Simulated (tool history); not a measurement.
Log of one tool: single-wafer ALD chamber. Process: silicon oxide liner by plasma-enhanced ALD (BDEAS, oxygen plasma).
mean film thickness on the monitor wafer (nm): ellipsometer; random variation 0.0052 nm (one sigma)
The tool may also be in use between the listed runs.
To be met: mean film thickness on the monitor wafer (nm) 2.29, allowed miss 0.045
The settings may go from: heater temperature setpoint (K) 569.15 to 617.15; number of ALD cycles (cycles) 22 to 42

run	hour	heater temperature setpoint (K)	number of ALD cycles (cycles)	mean film thickness on the monitor wafer (nm)
1	0	593.15	32	2.9775
2	5.1	593.15	31	2.8884
3	7.5	586.15	31	2.9243
4	14.4	586.15	34	3.1958
5	23.2	586.15	33	3.1056
6	30.4	586.15	35	3.2888
7	33.8	586.15	33	3.1022
8	38.5	590.15	28	2.6176
9	42.7	590.15	27	2.5272
10	49.8	592.15	24	2.2416
# hour 58.4: thermocouple changed; heater temperature recalibrated
11	58.4	592.15	25	2.3436

Which of these 5 next moves meets every target?
A	67	595.15	26	?
B	67	607.15	25	?
C	67	605.15	26	?
D	67	593.15	26	?
E	67	596.15	26	?

move	mean film thickness on the monitor wafer (nm)
A	2.4251
B	2.2926
C	2.3911
D	2.4319
E	2.4217
A: further off than the last run
B: meets every target
C: further off than the last run
D: further off than the last run
E: further off than the last run
Move B is the one to make.

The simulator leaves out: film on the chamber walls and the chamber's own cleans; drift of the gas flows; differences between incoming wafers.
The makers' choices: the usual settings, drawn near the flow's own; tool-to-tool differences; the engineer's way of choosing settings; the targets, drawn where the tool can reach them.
